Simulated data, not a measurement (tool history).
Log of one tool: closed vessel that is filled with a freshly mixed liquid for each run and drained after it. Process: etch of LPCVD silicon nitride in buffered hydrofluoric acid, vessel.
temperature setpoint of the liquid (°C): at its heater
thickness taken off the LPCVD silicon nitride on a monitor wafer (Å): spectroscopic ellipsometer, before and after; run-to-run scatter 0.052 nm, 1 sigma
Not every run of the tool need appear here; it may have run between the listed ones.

run  hour  temperature setpoint of the liquid (°C)  parts of 40 % ammonium fluoride to one part of 49 % hydrofluoric acid (parts by volume)  time in the liquid (s)  thickness taken off the LPCVD silicon nitride on a monitor wafer (Å)
  1     0                                       21                                                                                       15                     665                                                                 61.34
  2   7.5                                     23.5                                                                                       15                     665                                                                70.831
  3  15.3                                     23.5                                                                                       12                     665                                                                86.676
  4  20.3                                     23.5                                                                                        9                     665                                                                112.52
  5  28.3                                     22.5                                                                                        9                     665                                                                106.51
  6  35.4                                     22.5                                                                                        9                     665                                                                105.56
  7  41.2                                       22                                                                                        9                     665                                                                103.49

Predict the results of run 8:
  8  44.1                                     21.5                                                                                        9                     665                                                                     ?

thickness taken off the LPCVD silicon nitride on a monitor wafer (Å): 100.28
